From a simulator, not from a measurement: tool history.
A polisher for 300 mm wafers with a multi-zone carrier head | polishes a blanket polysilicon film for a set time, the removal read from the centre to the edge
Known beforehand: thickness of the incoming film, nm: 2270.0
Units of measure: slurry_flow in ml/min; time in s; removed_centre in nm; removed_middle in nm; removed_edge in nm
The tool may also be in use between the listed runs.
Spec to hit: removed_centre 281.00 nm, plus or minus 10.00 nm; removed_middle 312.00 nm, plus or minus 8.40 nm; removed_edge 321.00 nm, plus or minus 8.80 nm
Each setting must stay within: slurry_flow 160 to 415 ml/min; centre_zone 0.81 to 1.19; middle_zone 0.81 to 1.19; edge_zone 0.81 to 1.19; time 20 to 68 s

{"run": 1, "hour": 0.0, "slurry_flow": 265, "centre_zone": 1.0, "middle_zone": 1.0, "edge_zone": 1.0, "time": 44, "removed_centre": 343.46, "removed_middle": 331.85, "removed_edge": 343.12}
{"run": 2, "hour": 1.7, "slurry_flow": 265, "centre_zone": 1.0, "middle_zone": 1.0, "edge_zone": 1.04, "time": 44, "removed_centre": 350.48, "removed_middle": 329.88, "removed_edge": 348.89}
{"run": 3, "hour": 4.9, "slurry_flow": 260, "centre_zone": 0.99, "middle_zone": 1.0, "edge_zone": 1.03, "time": 44, "removed_centre": 343.82, "removed_middle": 335.91, "removed_edge": 342.52}
{"run": 4, "hour": 9.1, "slurry_flow": 260, "centre_zone": 0.99, "middle_zone": 1.0, "edge_zone": 1.07, "time": 44, "removed_centre": 343.94, "removed_middle": 336.45, "removed_edge": 350.88}
{"run": 5, "hour": 10.2, "slurry_flow": 255, "centre_zone": 0.98, "middle_zone": 1.0, "edge_zone": 1.06, "time": 44, "removed_centre": 336.96, "removed_middle": 336.35, "removed_edge": 342.86}
{"run": 6, "hour": 12.1, "slurry_flow": 255, "centre_zone": 0.98, "middle_zone": 1.0, "edge_zone": 1.01, "time": 44, "removed_centre": 342.1, "removed_middle": 332.96, "removed_edge": 343.38}
{"run": 7, "hour": 13.5, "slurry_flow": 255, "centre_zone": 0.96, "middle_zone": 1.0, "edge_zone": 1.01, "time": 44, "removed_centre": 332.02, "removed_middle": 335.55, "removed_edge": 342.42}
{"run": 8, "hour": 19.3, "slurry_flow": 250, "centre_zone": 0.95, "middle_zone": 0.99, "edge_zone": 1.01, "time": 44, "removed_centre": 329.43, "removed_middle": 324.26, "removed_edge": 342.0}
{"run": 9, "hour": 27.4, "slurry_flow": 245, "centre_zone": 0.94, "middle_zone": 0.99, "edge_zone": 1.01, "time": 44, "removed_centre": 328.24, "removed_middle": 327.07, "removed_edge": 342.26}
{"run": 10, "hour": 31.7, "slurry_flow": 245, "centre_zone": 0.94, "middle_zone": 0.99, "edge_zone": 1.01, "time": 44, "removed_centre": 327.03, "removed_middle": 325.66, "removed_edge": 340.03}
{"run": 11, "hour": 34.5, "slurry_flow": 245, "centre_zone": 0.94, "middle_zone": 0.99, "edge_zone": 1.01, "time": 44, "removed_centre": 323.75, "removed_middle": 325.75, "removed_edge": 346.85}
{"run": 12, "hour": 43.0, "slurry_flow": 245, "centre_zone": 0.93, "middle_zone": 0.99, "edge_zone": 1.01, "time": 44, "removed_centre": 323.2, "removed_middle": 328.64, "removed_edge": 342.59}
{"run": 13, "hour": 44.2, "slurry_flow": 245, "centre_zone": 0.93, "middle_zone": 0.99, "edge_zone": 1.01, "time": 44, "removed_centre": 320.5, "removed_middle": 327.04, "removed_edge": 337.33}
{"run": 14, "hour": 53.0, "slurry_flow": 245, "centre_zone": 0.92, "middle_zone": 0.99, "edge_zone": 1.01, "time": 44, "removed_centre": 318.0, "removed_middle": 331.45, "removed_edge": 337.86}
{"run": 15, "hour": 56.0, "slurry_flow": 240, "centre_zone": 0.91, "middle_zone": 0.99, "edge_zone": 1.01, "time": 44, "removed_centre": 316.02, "removed_middle": 329.94, "removed_edge": 340.21}
{"run": 16, "hour": 61.5, "slurry_flow": 240, "centre_zone": 0.9, "middle_zone": 0.99, "edge_zone": 1.01, "time": 44, "removed_centre": 316.54, "removed_middle": 330.23, "removed_edge": 338.19}
{"run": 17, "hour": 66.8, "slurry_flow": 235, "centre_zone": 0.89, "middle_zone": 0.99, "edge_zone": 1.01, "time": 44, "removed_centre": 306.35, "removed_middle": 325.41, "removed_edge": 343.32}
{"run": 18, "hour": 74.8, "slurry_flow": 235, "centre_zone": 0.89, "middle_zone": 0.99, "edge_zone": 1.0, "time": 44, "removed_centre": 303.82, "removed_middle": 325.26, "removed_edge": 334.58}
{"run": 19, "hour": 76.1, "slurry_flow": 230, "centre_zone": 0.89, "middle_zone": 0.99, "edge_zone": 1.0, "time": 44, "removed_centre": 303.1, "removed_middle": 324.88, "removed_edge": 334.46}
{"run": 20, "hour": 81.2, "slurry_flow": 225, "centre_zone": 0.89, "middle_zone": 0.99, "edge_zone": 1.0, "time": 44, "removed_centre": 305.57, "removed_middle": 326.94, "removed_edge": 330.69}
{"run": 21, "hour": 87.6, "slurry_flow": 220, "centre_zone": 0.88, "middle_zone": 0.99, "edge_zone": 1.0, "time": 44, "removed_centre": 298.54, "removed_middle": 324.95, "removed_edge": 331.53}

Which single option among these 4 for the next run brings every result within its allowed miss of target? Just one does.
{"run": "A", "hour": 94.0, "slurry_flow": 245, "centre_zone": 0.85, "middle_zone": 0.98, "edge_zone": 0.97, "time": 42, "removed_centre": "?", "removed_middle": "?", "removed_edge": "?"}
{"run": "B", "hour": 94.0, "slurry_flow": 240, "centre_zone": 0.91, "middle_zone": 0.99, "edge_zone": 0.97, "time": 42, "removed_centre": "?", "removed_middle": "?", "removed_edge": "?"}
{"run": "C", "hour": 94.0, "slurry_flow": 285, "centre_zone": 0.93, "middle_zone": 0.97, "edge_zone": 0.97, "time": 42, "removed_centre": "?", "removed_middle": "?", "removed_edge": "?"}
{"run": "D", "hour": 94.0, "slurry_flow": 160, "centre_zone": 0.85, "middle_zone": 1.15, "edge_zone": 0.97, "time": 41, "removed_centre": "?", "removed_middle": "?", "removed_edge": "?"}

move=A removed_centre=283.37 removed_middle=310.91 removed_edge=316.95
move=B removed_centre=302.64 removed_middle=312.62 removed_edge=316.24
move=C removed_centre=316.66 removed_middle=313.83 removed_edge=321.45
move=D removed_centre=254.82 removed_middle=322.95 removed_edge=292.25
A: every result within its allowed miss
B: further off than the last run
C: further off than the last run
D: the result that was furthest off in the last run now lies on the other side of its target
The right move is A.
